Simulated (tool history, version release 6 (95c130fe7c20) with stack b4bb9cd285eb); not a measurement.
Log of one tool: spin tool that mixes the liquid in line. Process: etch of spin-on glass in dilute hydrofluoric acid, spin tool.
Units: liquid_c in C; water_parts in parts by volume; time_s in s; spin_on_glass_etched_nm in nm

run 1 hour=0.0 | liquid_c=23.0 water_parts=100 time_s=160 | spin_on_glass_etched_nm=56.755
run 2 hour=0.8 | liquid_c=24.0 water_parts=95 time_s=160 | spin_on_glass_etched_nm=64.299
run 3 hour=2.1 | liquid_c=25.0 water_parts=90 time_s=160 | spin_on_glass_etched_nm=70.297
run 4 hour=5.0 | liquid_c=25.0 water_parts=120 time_s=160 | spin_on_glass_etched_nm=50.117
run 5 hour=9.8 | liquid_c=25.0 water_parts=120 time_s=160 | spin_on_glass_etched_nm=50.259
run 6 hour=13.8 | liquid_c=26.0 water_parts=110 time_s=160 | spin_on_glass_etched_nm=59.156
run 7 hour=22.7 | liquid_c=26.5 water_parts=105 time_s=160 | spin_on_glass_etched_nm=61.988
run 8 hour=28.8 | liquid_c=26.5 water_parts=105 time_s=160 | spin_on_glass_etched_nm=62.718
run 9 hour=32.6 | liquid_c=27.0 water_parts=100 time_s=160 | spin_on_glass_etched_nm=66.784
run 10 hour=38.2 | liquid_c=27.5 water_parts=95 time_s=160 | spin_on_glass_etched_nm=71.577

Run 11 comes next. What will it give?
run 11 hour=45.7 | liquid_c=28.0 water_parts=90 time_s=160 | spin_on_glass_etched_nm=?

spin_on_glass_etched_nm: 78.515 nm
